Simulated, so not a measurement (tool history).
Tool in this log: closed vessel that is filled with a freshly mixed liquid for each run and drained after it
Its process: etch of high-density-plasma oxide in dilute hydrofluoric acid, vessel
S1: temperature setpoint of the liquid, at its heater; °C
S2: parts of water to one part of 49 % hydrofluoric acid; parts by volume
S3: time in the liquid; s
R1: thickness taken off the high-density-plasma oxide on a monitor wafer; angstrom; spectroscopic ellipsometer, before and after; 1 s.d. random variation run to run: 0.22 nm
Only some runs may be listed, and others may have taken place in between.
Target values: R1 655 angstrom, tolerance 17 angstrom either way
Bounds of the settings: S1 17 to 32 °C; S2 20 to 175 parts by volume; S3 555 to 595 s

| run | hour | S1 | S2 | S3 | R1 |
|---|---|---|---|---|---|
| 1 | 0 | 24 | 95 | 555 | 301.56 |
| 2 | 4 | 27.5 | 95 | 555 | 346.9 |
| 3 | 10.9 | 28 | 90 | 555 | 374.08 |
| 4 | 12.7 | 31 | 90 | 555 | 421.66 |
| 5 | 13.5 | 31 | 85 | 555 | 447.32 |
| 6 | 18.4 | 32 | 85 | 555 | 471.56 |
| 7 | 22.6 | 32 | 80 | 555 | 502 |
| 8 | 28.6 | 32 | 55 | 555 | 757.33 |
| 9 | 30.4 | 31.5 | 55 | 555 | 742.79 |
| 10 | 37.3 | 31 | 55 | 555 | 728.02 |

Exactly one of the 5 candidate moves below puts every result within its allowed miss. Which one?
| A | 44.2 | 32 | 65 | 570 | ? |
| B | 44.2 | 25.5 | 40 | 575 | ? |
| C | 44.2 | 28.5 | 55 | 595 | ? |
| D | 44.2 | 32 | 55 | 595 | ? |
| E | 44.2 | 30 | 55 | 595 | ? |

| move | R1 |
|---|---|
| A | 644.91 |
| B | 848.5 |
| C | 705.25 |
| D | 808.32 |
| E | 748.06 |
A: every result within its allowed miss
B: further off than the last run
C: better than the last run, though not everything is in spec
D: further off than the last run
E: further off than the last run
So the answer is move A, the one that meets all the targets.
